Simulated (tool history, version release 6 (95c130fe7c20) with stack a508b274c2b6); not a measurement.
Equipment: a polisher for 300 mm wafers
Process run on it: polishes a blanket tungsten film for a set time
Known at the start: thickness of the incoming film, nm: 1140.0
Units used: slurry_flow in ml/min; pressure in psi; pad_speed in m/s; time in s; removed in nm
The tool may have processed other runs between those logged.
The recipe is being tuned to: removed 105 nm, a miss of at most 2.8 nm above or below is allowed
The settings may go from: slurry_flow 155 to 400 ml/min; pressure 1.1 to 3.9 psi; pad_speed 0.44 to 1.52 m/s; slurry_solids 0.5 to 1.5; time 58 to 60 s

{"run": 1, "hour": 0.0, "slurry_flow": 255, "pressure": 2.5, "pad_speed": 0.98, "slurry_solids": 1, "time": 58, "removed": 148.55}
{"run": 2, "hour": 6.8, "slurry_flow": 255, "pressure": 2.5, "pad_speed": 0.98, "slurry_solids": 1, "time": 60, "removed": 150.61}
{"run": 3, "hour": 11.0, "slurry_flow": 255, "pressure": 2.5, "pad_speed": 0.98, "slurry_solids": 1, "time": 60, "removed": 152.99}
{"run": 4, "hour": 17.1, "slurry_flow": 255, "pressure": 2.5, "pad_speed": 0.98, "slurry_solids": 1, "time": 60, "removed": 152.37}
{"run": 5, "hour": 24.9, "slurry_flow": 255, "pressure": 1.9, "pad_speed": 0.98, "slurry_solids": 1, "time": 60, "removed": 116.69}
{"run": 6, "hour": 31.2, "slurry_flow": 255, "pressure": 1.9, "pad_speed": 0.98, "slurry_solids": 1, "time": 60, "removed": 116.02}
{"run": 7, "hour": 36.5, "slurry_flow": 250, "pressure": 1.8, "pad_speed": 0.98, "slurry_solids": 1, "time": 60, "removed": 110.91}
{"run": 8, "hour": 37.7, "slurry_flow": 245, "pressure": 1.8, "pad_speed": 0.98, "slurry_solids": 1, "time": 60, "removed": 110.19}
{"run": 9, "hour": 40.7, "slurry_flow": 235, "pressure": 1.8, "pad_speed": 0.98, "slurry_solids": 1, "time": 60, "removed": 109.96}
{"run": 10, "hour": 47.7, "slurry_flow": 230, "pressure": 1.8, "pad_speed": 0.98, "slurry_solids": 1, "time": 60, "removed": 111.41}

Which one of the following 5 next-run settings gets every result inside its allowed miss? There is exactly one.
{"run": "A", "hour": 54.7, "slurry_flow": 230, "pressure": 1.8, "pad_speed": 1.02, "slurry_solids": 0.95, "time": 59, "removed": "?"}
{"run": "B", "hour": 54.7, "slurry_flow": 290, "pressure": 2, "pad_speed": 0.92, "slurry_solids": 1.2, "time": 58, "removed": "?"}
{"run": "C", "hour": 54.7, "slurry_flow": 245, "pressure": 1.7, "pad_speed": 0.96, "slurry_solids": 0.9, "time": 59, "removed": "?"}
{"run": "D", "hour": 54.7, "slurry_flow": 295, "pressure": 2, "pad_speed": 0.86, "slurry_solids": 0.8, "time": 60, "removed": "?"}
{"run": "E", "hour": 54.7, "slurry_flow": 260, "pressure": 2, "pad_speed": 0.9, "slurry_solids": 0.95, "time": 60, "removed": "?"}

move=A removed=112.19
move=B removed=120
move=C removed=99.422
move=D removed=104.91
move=E removed=113.25
A: lands further from the targets than the last run did
B: lands further from the targets than the last run did
C: pushes the last run's worst result past its target
D: meets every target
E: lands further from the targets than the last run did
Answer: D

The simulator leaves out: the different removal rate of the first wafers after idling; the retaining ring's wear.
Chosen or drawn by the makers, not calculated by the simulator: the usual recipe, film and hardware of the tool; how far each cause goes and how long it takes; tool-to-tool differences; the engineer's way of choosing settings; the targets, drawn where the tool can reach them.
